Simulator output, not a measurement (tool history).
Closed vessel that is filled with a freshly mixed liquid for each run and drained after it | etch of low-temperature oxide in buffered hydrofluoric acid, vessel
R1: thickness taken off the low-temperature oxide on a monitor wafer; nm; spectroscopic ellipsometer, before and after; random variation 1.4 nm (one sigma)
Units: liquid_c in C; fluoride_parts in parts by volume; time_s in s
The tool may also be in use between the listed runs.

Run 1, day 0: liquid_c 24 C, fluoride_parts 9.5 parts by volume, time_s 105 s. Result: R1 464.02 nm.
Run 2, day 0.354: liquid_c 22.5 C, fluoride_parts 10 parts by volume, time_s 105 s. Result: R1 403.6 nm.
Run 3, day 0.396: liquid_c 22.5 C, fluoride_parts 10 parts by volume, time_s 105 s. Result: R1 400.64 nm.
Run 4, day 0.683: liquid_c 21.5 C, fluoride_parts 10 parts by volume, time_s 105 s. Result: R1 379.89 nm.
Run 5, day 0.954: liquid_c 20.5 C, fluoride_parts 10 parts by volume, time_s 105 s. Result: R1 360.41 nm.
Run 6, day 1.092: liquid_c 19.5 C, fluoride_parts 10 parts by volume, time_s 105 s. Result: R1 343.41 nm.
Run 7, day 1.296: liquid_c 19 C, fluoride_parts 10.5 parts by volume, time_s 105 s. Result: R1 316.11 nm.

Forecast run 8:
Run 8, day 1.5: liquid_c 18.5 C, fluoride_parts 10.5 parts by volume, time_s 105 s. Result: R1 ?.

R1: 306.82 nm
